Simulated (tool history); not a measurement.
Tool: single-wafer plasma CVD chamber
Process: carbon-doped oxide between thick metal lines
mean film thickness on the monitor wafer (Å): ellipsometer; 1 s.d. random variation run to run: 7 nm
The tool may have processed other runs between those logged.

run	hour	heater temperature setpoint (°C)	chamber pressure (Pa)	RF power (W)	deposition time (s)	mean film thickness on the monitor wafer (Å)
1	0.0	365	807	675	244	14804
2	1.4	366	795	655	244	14340
3	7.3	367	779	645	244	14342
4	10.6	367	779	645	244	14144
5	13.8	367	779	560	244	13096
6	15.2	367	723	560	244	12769
7	16.6	367	715	560	244	12954
8	22.8	367	708	555	244	12795
9	28.7	367	700	555	244	12664
10	31.0	367	693	555	244	12700

Run 11 has not been measured yet. What should we expect?
11	37.0	367	687	555	244	?

mean film thickness on the monitor wafer (Å): 12622
